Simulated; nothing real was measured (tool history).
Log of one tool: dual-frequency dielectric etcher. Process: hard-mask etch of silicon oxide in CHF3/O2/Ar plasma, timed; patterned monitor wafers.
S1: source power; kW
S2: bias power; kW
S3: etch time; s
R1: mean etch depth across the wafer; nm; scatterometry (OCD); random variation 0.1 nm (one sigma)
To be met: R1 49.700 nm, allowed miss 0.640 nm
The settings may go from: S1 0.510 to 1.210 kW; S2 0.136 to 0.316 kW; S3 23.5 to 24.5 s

run	hour	S1	S2	S3	R1
1	0.0	0.860	0.226	23.5	53.786
2	1.7	0.790	0.226	23.5	52.468
3	8.1	0.730	0.226	23.5	50.834
4	16.7	0.720	0.226	23.5	50.614
5	25.1	0.830	0.226	23.5	53.118
6	30.4	0.790	0.225	23.5	52.079
7	35.8	0.760	0.224	23.5	51.287
8	41.4	0.740	0.224	23.5	50.812
9	50.4	0.730	0.224	23.5	50.476

4 next moves are on the table. One of them brings every result within its allowed miss. Which?
A	59.4	0.660	0.190	24.5	?
B	59.4	0.730	0.196	23.5	?
C	59.4	0.640	0.199	24.5	?
D	59.4	0.820	0.168	24.5	?

move	R1
A	47.780
B	48.130
C	48.048
D	49.588
A: takes the result that was furthest off past its target
B: takes the result that was furthest off past its target
C: takes the result that was furthest off past its target
D: meets every target
Answer: D
